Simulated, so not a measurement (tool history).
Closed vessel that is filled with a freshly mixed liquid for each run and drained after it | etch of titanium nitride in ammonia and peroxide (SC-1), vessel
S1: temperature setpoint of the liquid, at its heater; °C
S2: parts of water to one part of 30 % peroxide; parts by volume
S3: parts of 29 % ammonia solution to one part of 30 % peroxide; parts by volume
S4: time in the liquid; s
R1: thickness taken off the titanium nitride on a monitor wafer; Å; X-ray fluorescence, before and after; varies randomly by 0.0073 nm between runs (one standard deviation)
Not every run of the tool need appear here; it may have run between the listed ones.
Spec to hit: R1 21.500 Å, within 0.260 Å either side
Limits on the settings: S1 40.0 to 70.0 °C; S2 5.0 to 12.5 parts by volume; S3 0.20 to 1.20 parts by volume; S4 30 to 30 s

Run 1, hour 0.0: S1 56.0 °C, S2 7.0 parts by volume, S3 0.75 parts by volume, S4 30 s. Result: R1 40.667 Å.
Run 2, hour 8.0: S1 59.5 °C, S2 7.0 parts by volume, S3 0.75 parts by volume, S4 30 s. Result: R1 51.366 Å.
Run 3, hour 12.0: S1 55.0 °C, S2 7.0 parts by volume, S3 0.75 parts by volume, S4 30 s. Result: R1 38.138 Å.
Run 4, hour 16.8: S1 52.0 °C, S2 7.0 parts by volume, S3 0.75 parts by volume, S4 30 s. Result: R1 31.202 Å.
Run 5, hour 17.7: S1 50.0 °C, S2 7.0 parts by volume, S3 0.75 parts by volume, S4 30 s. Result: R1 26.989 Å.
Run 6, hour 20.0: S1 50.0 °C, S2 5.5 parts by volume, S3 0.75 parts by volume, S4 30 s. Result: R1 30.232 Å.
Run 7, hour 26.6: S1 48.5 °C, S2 5.5 parts by volume, S3 0.75 parts by volume, S4 30 s. Result: R1 27.236 Å.
Run 8, hour 28.1: S1 47.5 °C, S2 5.5 parts by volume, S3 0.75 parts by volume, S4 30 s. Result: R1 25.303 Å.
Run 9, hour 36.4: S1 46.5 °C, S2 5.5 parts by volume, S3 0.75 parts by volume, S4 30 s. Result: R1 23.628 Å.
Run 10, hour 39.5: S1 46.0 °C, S2 5.5 parts by volume, S3 0.75 parts by volume, S4 30 s. Result: R1 22.666 Å.
Run 11, hour 44.8: S1 45.5 °C, S2 5.5 parts by volume, S3 0.75 parts by volume, S4 30 s. Result: R1 21.836 Å.
Run 12, hour 47.9: S1 45.0 °C, S2 5.5 parts by volume, S3 0.75 parts by volume, S4 30 s. Result: R1 21.239 Å.

Next run, 5 choices. One meets every target within its allowed miss, the rest don't. Which?
Run A, hour 51.0: S1 45.0 °C, S2 5.0 parts by volume, S3 0.75 parts by volume, S4 30 s. Result: R1 ?.
Run B, hour 51.0: S1 46.5 °C, S2 6.5 parts by volume, S3 0.60 parts by volume, S4 30 s. Result: R1 ?.
Run C, hour 51.0: S1 44.0 °C, S2 5.0 parts by volume, S3 0.90 parts by volume, S4 30 s. Result: R1 ?.
Run D, hour 51.0: S1 45.0 °C, S2 5.5 parts by volume, S3 0.70 parts by volume, S4 30 s. Result: R1 ?.
Run E, hour 51.0: S1 45.0 °C, S2 5.0 parts by volume, S3 0.60 parts by volume, S4 30 s. Result: R1 ?.

move      R1
   A  22.066
   B  21.059
   C  21.014
   D  20.937
   E  21.389
A: carries the result that was furthest off beyond its target, to the other side
B: misses by more than the last run did
C: misses by more than the last run did
D: misses by more than the last run did
E: each result inside its tolerance
E meets every target.
